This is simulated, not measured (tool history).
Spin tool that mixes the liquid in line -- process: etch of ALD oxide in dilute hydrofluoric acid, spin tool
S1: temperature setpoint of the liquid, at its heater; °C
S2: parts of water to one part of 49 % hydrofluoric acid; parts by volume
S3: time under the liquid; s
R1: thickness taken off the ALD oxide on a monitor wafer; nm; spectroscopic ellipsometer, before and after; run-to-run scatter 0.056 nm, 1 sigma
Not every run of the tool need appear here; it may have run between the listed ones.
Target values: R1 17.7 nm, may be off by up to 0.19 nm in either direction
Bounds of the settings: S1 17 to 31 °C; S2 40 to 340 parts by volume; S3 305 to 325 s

run,hour,S1,S2,S3,R1
1,0,23,190,305,29.753
2,3.7,23,215,305,25.497
3,5.6,23,215,325,27.207
4,11,22.5,220,325,25.974
5,16.3,22.5,180,325,33.217
6,19.3,22.5,180,305,31.342
# hour 22.4: thermometer replaced
7,22.4,22,185,305,28.116
8,27.1,21.5,185,305,27.273
9,32.4,21,185,305,26.765
10,35.9,20.5,190,305,25.482
11,41.5,17,235,305,17.236

Next run, 4 choices. One meets every target within its allowed miss, the rest don't. Which?
A,47.1,21,285,320,?
B,47.1,21,265,310,?
C,47.1,19.5,255,320,?
D,47.1,17,235,320,?

move,R1
A,16.706
B,17.733
C,18.158
D,18.226
A: misses by more than the last run did
B: meets every target
C: takes the result that was furthest off past its target
D: takes the result that was furthest off past its target
B meets every target.
